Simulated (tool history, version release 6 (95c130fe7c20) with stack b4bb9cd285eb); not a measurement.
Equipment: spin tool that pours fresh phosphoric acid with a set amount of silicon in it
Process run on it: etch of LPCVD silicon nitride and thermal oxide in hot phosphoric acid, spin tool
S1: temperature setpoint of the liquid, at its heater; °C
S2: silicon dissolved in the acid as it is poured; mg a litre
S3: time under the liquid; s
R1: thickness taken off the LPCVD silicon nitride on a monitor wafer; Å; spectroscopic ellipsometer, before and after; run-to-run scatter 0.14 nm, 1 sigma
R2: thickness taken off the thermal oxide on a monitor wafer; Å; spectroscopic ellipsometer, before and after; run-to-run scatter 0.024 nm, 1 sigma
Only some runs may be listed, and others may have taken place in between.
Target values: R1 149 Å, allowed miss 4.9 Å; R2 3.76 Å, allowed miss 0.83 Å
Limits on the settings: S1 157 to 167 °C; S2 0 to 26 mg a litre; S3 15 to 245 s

run,day,S1,S2,S3,R1,R2
1,0,162,11.5,125,119.01,2.9178
2,0.079,163.5,11.5,125,127.04,3.2215
3,0.446,161.5,11.5,125,117.04,2.9404
4,0.821,161.5,11.5,100,93.043,2.2618
5,0.904,162.5,12,105,101.54,2.448
6,1.221,163,12,110,108.06,2.8071
7,1.362,163.5,13,115,114.77,2.8139
8,1.667,164,13,120,122.86,3.1128
9,1.833,164.5,13.5,125,130.99,3.619
10,1.862,164.5,15,130,133.85,3.4095
11,1.983,165,15.5,130,137.49,3.2675
12,2.2,165.5,15.5,130,138.21,4.0182

5 candidate next runs follow, results not yet known. Just one meets every target within its allowed miss. Identify it.
A,2.417,163.5,18,165,?,?
B,2.417,166.5,19,135,?,?
C,2.417,165.5,18,115,?,?
D,2.417,160,21.5,155,?,?
E,2.417,164,24.5,160,?,?

move,R1,R2
A,162.52,3.8172
B,146.73,3.7762
C,120.97,3.0762
D,135.86,2.5102
E,160.21,3.1645
A: takes the result that was furthest off past its target
B: every result lands within tolerance
C: moves away from the targets compared with the last run
D: moves away from the targets compared with the last run
E: takes the result that was furthest off past its target
Move B is the one to make.

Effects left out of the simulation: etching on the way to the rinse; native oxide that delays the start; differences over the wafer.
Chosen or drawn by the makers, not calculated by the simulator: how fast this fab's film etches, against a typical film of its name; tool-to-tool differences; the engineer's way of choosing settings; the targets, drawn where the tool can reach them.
